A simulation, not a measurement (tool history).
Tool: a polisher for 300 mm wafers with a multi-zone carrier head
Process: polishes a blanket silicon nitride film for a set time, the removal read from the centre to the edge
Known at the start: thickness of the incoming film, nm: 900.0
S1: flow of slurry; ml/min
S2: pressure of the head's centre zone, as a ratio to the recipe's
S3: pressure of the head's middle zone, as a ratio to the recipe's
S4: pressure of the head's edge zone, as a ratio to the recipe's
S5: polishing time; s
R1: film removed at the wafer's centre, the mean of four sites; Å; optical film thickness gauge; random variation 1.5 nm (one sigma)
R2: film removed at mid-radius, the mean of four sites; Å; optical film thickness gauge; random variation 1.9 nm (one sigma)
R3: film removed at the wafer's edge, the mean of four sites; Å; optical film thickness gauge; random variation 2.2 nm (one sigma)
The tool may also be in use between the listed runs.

run	hour	S1	S2	S3	S4	S5	R1	R2	R3
1	0.0	245	1.00	1.00	1.00	79	1579.1	1540.1	1625.1
2	4.8	245	1.00	1.03	1.00	79	1608.7	1616.6	1614.5
3	13.3	245	1.00	0.96	1.00	79	1580.1	1520.8	1579.5
4	21.9	245	1.00	0.88	1.00	79	1607.0	1403.4	1606.1
5	25.2	215	1.00	0.88	1.00	79	1569.3	1377.7	1549.2
6	34.0	215	1.00	0.88	1.06	79	1566.7	1366.4	1610.8
# hour 41.3: slurry nozzle cleaned
7	41.3	245	1.03	0.96	1.04	80	1761.9	1596.0	1684.8
8	49.0	280	1.03	1.00	1.02	80	1768.8	1657.0	1728.0

Forecast run 9:
9	50.9	300	1.04	1.04	1.00	80	?	?	?

R1: 1822.1 Å
R2: 1735.5 Å
R3: 1713.7 Å

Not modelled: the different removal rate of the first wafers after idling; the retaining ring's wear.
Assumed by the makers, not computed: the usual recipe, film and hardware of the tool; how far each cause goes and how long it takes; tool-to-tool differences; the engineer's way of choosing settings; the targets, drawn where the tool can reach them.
